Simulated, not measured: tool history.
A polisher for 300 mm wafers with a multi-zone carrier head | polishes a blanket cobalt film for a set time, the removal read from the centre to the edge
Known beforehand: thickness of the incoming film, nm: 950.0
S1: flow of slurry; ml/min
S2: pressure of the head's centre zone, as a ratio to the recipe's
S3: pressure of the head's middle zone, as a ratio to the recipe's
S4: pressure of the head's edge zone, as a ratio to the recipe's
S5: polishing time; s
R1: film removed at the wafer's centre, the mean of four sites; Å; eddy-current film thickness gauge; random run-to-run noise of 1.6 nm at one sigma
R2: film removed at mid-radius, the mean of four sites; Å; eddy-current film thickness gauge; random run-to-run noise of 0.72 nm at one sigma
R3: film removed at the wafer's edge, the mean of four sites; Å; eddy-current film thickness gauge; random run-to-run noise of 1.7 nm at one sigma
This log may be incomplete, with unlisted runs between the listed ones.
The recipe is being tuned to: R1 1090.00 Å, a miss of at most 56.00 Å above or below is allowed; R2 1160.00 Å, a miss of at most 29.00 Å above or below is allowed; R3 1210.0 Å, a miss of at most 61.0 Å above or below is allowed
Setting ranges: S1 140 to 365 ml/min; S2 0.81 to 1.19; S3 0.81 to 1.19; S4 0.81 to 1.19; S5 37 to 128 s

Run 1, hour 0.0: S1 235 ml/min, S2 1.00, S3 1.00, S4 1.00, S5 82 s. Result: R1 2065.70 Å, R2 2095.20 Å, R3 2210.2 Å.
Run 2, hour 7.6: S1 235 ml/min, S2 1.00, S3 1.00, S4 1.08, S5 82 s. Result: R1 2131.70 Å, R2 2095.10 Å, R3 2211.8 Å.
Run 3, hour 9.4: S1 205 ml/min, S2 1.00, S3 1.00, S4 1.08, S5 82 s. Result: R1 2070.60 Å, R2 2068.10 Å, R3 2152.9 Å.
Run 4, hour 13.1: S1 260 ml/min, S2 1.00, S3 1.00, S4 1.08, S5 82 s. Result: R1 2173.70 Å, R2 2124.10 Å, R3 2226.9 Å.
Run 5, hour 19.0: S1 260 ml/min, S2 1.00, S3 1.00, S4 1.13, S5 82 s. Result: R1 2117.30 Å, R2 2099.70 Å, R3 2258.3 Å.
Run 6, hour 21.7: S1 210 ml/min, S2 1.00, S3 1.00, S4 1.13, S5 82 s. Result: R1 2076.60 Å, R2 2052.60 Å, R3 2225.1 Å.
Run 7, hour 27.5: S1 210 ml/min, S2 0.90, S3 0.90, S4 1.03, S5 59 s. Result: R1 1353.70 Å, R2 1375.70 Å, R3 1533.1 Å.
Run 8, hour 35.1: S1 205 ml/min, S2 0.90, S3 0.90, S4 1.01, S5 57 s. Result: R1 1294.90 Å, R2 1348.10 Å, R3 1490.2 Å.
Run 9, hour 35.9: S1 215 ml/min, S2 0.92, S3 0.88, S4 0.91, S5 42 s. Result: R1 970.20 Å, R2 994.49 Å, R3 1045.0 Å.

5 candidate next runs follow, results not yet known. Just one meets every target within its allowed miss. Identify it.
Run A, hour 36.7: S1 160 ml/min, S2 0.81, S3 0.81, S4 1.18, S5 50 s. Result: R1 ?, R2 ?, R3 ?.
Run B, hour 36.7: S1 215 ml/min, S2 0.89, S3 0.92, S4 0.94, S5 48 s. Result: R1 ?, R2 ?, R3 ?.
Run C, hour 36.7: S1 205 ml/min, S2 0.82, S3 0.81, S4 1.10, S5 41 s. Result: R1 ?, R2 ?, R3 ?.
Run D, hour 36.7: S1 185 ml/min, S2 1.05, S3 0.81, S4 0.98, S5 44 s. Result: R1 ?, R2 ?, R3 ?.
Run E, hour 36.7: S1 180 ml/min, S2 1.02, S3 0.89, S4 0.85, S5 48 s. Result: R1 ?, R2 ?, R3 ?.

move       R1       R2      R3
   A   970.04  1068.20  1364.8
   B  1079.70  1158.10  1213.1
   C   844.72   914.55  1114.0
   D  1131.80   964.51  1115.9
   E  1194.40  1104.10  1135.0
A: moves toward the targets from the last run without getting all of them in spec
B: every result within its allowed miss
C: its largest miss is bigger than the last run's
D: its largest miss is bigger than the last run's
E: moves toward the targets from the last run without getting all of them in spec
B meets every target.
